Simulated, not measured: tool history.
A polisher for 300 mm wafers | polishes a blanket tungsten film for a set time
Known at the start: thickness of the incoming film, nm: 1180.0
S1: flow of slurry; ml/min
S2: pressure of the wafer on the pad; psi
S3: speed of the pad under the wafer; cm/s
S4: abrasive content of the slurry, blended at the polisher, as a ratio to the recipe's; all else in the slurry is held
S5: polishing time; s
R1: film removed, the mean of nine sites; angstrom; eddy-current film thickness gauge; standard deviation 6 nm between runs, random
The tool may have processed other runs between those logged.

Run 1, day 0.000: S1 175 ml/min, S2 2.4 psi, S3 110 cm/s, S4 1.0, S5 90 s. Result: R1 3084.3 angstrom.
Run 2, day 0.121: S1 175 ml/min, S2 2.6 psi, S3 112 cm/s, S4 1.0, S5 90 s. Result: R1 3336.6 angstrom.
Run 3, day 0.292: S1 200 ml/min, S2 2.6 psi, S3 112 cm/s, S4 1.0, S5 90 s. Result: R1 3465.7 angstrom.
Run 4, day 0.662: S1 205 ml/min, S2 2.8 psi, S3 114 cm/s, S4 1.0, S5 90 s. Result: R1 3699.4 angstrom.
Run 5, day 0.967: S1 220 ml/min, S2 2.8 psi, S3 114 cm/s, S4 1.0, S5 90 s. Result: R1 3725.9 angstrom.
Run 6, day 1.017: S1 220 ml/min, S2 2.8 psi, S3 114 cm/s, S4 1.0, S5 90 s. Result: R1 3859.7 angstrom.
Run 7, day 1.108: S1 225 ml/min, S2 3.0 psi, S3 116 cm/s, S4 1.0, S5 90 s. Result: R1 4142.3 angstrom.
Run 8, day 1.454: S1 225 ml/min, S2 3.1 psi, S3 118 cm/s, S4 1.0, S5 90 s. Result: R1 4299.4 angstrom.
Run 9, day 1.621: S1 225 ml/min, S2 3.2 psi, S3 120 cm/s, S4 1.0, S5 90 s. Result: R1 4442.3 angstrom.
Run 10, day 1.825: S1 225 ml/min, S2 3.2 psi, S3 120 cm/s, S4 1.0, S5 90 s. Result: R1 4512.5 angstrom.
Run 11, day 2.050: S1 225 ml/min, S2 3.3 psi, S3 122 cm/s, S4 1.0, S5 90 s. Result: R1 4649.6 angstrom.
Run 12, day 2.150: S1 230 ml/min, S2 3.4 psi, S3 124 cm/s, S4 1.0, S5 90 s. Result: R1 4855.6 angstrom.

Run 13 has not been measured yet. What should we expect?
Run 13, day 2.304: S1 235 ml/min, S2 3.5 psi, S3 126 cm/s, S4 1.0, S5 90 s. Result: R1 ?.

{"run 13": {"R1": 4999.9}}

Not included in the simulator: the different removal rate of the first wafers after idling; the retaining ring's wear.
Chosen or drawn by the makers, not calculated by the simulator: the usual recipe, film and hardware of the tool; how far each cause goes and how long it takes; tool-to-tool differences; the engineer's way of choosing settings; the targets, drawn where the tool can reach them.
